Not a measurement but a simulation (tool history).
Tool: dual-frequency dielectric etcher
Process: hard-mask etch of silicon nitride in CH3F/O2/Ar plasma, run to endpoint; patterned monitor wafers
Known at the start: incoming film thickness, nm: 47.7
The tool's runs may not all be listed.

| run | hour | source power (W) | bias power (W) | endpoint time (s) |
|---|---|---|---|---|
| 1 | 0 | 520 | 99 | 62.293 |
| 2 | 6.4 | 520 | 107 | 61.123 |
| 3 | 12.5 | 480 | 105 | 64.045 |
| 4 | 15.2 | 480 | 121 | 60.723 |
| 5 | 20.5 | 450 | 119 | 63.013 |
| 6 | 24.7 | 420 | 118 | 64.933 |
| 7 | 30.5 | 400 | 118 | 66.915 |
| 8 | 33.7 | 390 | 118 | 66.779 |
|  | 41.4 | bias power generator calibrated |
| 9 | 41.4 | 310 | 110 | 76.663 |
| 10 | 46.6 | 320 | 110 | 74.532 |

Run 11 comes next. What will it give?
| 11 | 52.3 | 320 | 110 | ? |

{"run 11": {"endpoint time (s)": 74.982}}

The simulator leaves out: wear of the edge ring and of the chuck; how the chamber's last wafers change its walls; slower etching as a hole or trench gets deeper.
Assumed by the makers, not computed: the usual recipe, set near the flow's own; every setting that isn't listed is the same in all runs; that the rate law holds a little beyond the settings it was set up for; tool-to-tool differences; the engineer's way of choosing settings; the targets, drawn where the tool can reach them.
